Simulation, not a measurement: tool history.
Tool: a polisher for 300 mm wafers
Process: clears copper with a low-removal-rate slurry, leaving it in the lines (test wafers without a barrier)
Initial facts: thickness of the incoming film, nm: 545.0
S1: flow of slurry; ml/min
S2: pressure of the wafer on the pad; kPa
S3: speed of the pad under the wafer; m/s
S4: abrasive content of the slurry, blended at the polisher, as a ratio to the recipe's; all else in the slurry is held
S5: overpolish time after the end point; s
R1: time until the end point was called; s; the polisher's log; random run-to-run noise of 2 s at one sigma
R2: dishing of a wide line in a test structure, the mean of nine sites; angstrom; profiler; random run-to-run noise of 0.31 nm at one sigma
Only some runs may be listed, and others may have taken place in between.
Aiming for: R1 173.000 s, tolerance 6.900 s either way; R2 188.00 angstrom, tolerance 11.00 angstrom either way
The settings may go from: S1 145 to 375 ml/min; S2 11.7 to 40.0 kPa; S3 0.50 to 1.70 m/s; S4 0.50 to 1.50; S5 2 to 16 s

| run | hour | S1 | S2 | S3 | S4 | S5 | R1 | R2 |
|---|---|---|---|---|---|---|---|---|
| 1 | 0.0 | 240 | 25.5 | 1.10 | 1.00 | 8 | 115.690 | 273.55 |
| 2 | 1.3 | 240 | 25.5 | 1.32 | 1.00 | 8 | 95.725 | 312.32 |
| 3 | 7.6 | 240 | 29.0 | 1.32 | 1.00 | 8 | 87.494 | 340.60 |
| 4 | 16.5 | 240 | 29.0 | 1.16 | 1.00 | 8 | 97.028 | 302.95 |
| 5 | 20.7 | 240 | 25.5 | 1.14 | 1.00 | 8 | 110.240 | 280.93 |
| 6 | 27.5 | 240 | 29.0 | 1.14 | 1.00 | 8 | 99.801 | 300.41 |
| 7 | 33.3 | 240 | 25.5 | 1.12 | 1.00 | 8 | 109.830 | 277.46 |
| 8 | 40.7 | 235 | 18.6 | 1.00 | 1.00 | 8 | 160.120 | 194.66 |
| 9 | 47.8 | 235 | 17.9 | 1.00 | 1.00 | 8 | 165.870 | 193.87 |

Exactly one of the 4 candidate moves below puts every result within its allowed miss. Which one?
| A | 54.9 | 215 | 26.9 | 0.66 | 1.15 | 8 | ? | ? |
| B | 54.9 | 300 | 22.1 | 0.88 | 1.00 | 7 | ? | ? |
| C | 54.9 | 240 | 17.2 | 1.08 | 1.05 | 8 | ? | ? |
| D | 54.9 | 270 | 18.6 | 0.94 | 0.95 | 9 | ? | ? |

| move | R1 | R2 |
|---|---|---|
| A | 174.620 | 186.79 |
| B | 156.470 | 182.02 |
| C | 156.900 | 203.01 |
| D | 171.310 | 208.85 |
A: every result within its allowed miss
B: misses by more than the last run did
C: misses by more than the last run did
D: gets the furthest-off result to its target, but another result is out of tolerance
A meets every target.

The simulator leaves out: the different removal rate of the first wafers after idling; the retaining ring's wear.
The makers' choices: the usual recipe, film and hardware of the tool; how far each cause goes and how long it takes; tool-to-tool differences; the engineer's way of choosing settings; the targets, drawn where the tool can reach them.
